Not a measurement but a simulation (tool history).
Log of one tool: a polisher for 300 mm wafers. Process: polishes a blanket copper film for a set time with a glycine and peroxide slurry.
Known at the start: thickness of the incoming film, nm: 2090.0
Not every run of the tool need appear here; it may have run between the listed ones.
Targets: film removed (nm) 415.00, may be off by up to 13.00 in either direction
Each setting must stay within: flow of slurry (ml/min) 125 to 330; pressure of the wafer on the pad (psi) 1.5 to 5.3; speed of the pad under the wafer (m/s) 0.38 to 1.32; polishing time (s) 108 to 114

run,hour,flow of slurry (ml/min),pressure of the wafer on the pad (psi),speed of the pad under the wafer (m/s),polishing time (s),film removed (nm)
1,0.0,210,3.4,0.84,108,544.68
2,6.0,210,4.1,0.84,108,652.94
3,9.6,205,3.7,0.84,108,584.63
4,16.7,205,3.7,0.84,114,627.62
5,20.4,200,3.3,0.84,114,565.74
6,24.0,200,2.9,0.84,114,513.97
7,32.3,195,2.7,0.84,114,479.33
8,35.0,190,2.6,0.84,114,463.61
9,42.4,180,2.5,0.84,114,440.53
10,49.6,175,2.5,0.84,114,449.84
11,58.3,175,2.4,0.84,114,441.52
# hour 62.1: head pressure recalibrated
12,62.1,170,2.1,0.84,114,373.94
13,70.1,230,2.2,0.84,114,400.44

Exactly one of the 4 candidate moves below puts every result within its allowed miss. Which one?
A,78.1,265,2.1,0.92,114,?
B,78.1,245,2.0,0.84,114,?
C,78.1,250,2.0,0.92,112,?
D,78.1,215,2.3,0.82,108,?

move,film removed (nm)
A,417.83
B,378.04
C,393.63
D,387.28
A: each result inside its tolerance
B: its largest miss is bigger than the last run's
C: its largest miss is bigger than the last run's
D: its largest miss is bigger than the last run's
So the answer is move A, the one that meets all the targets.
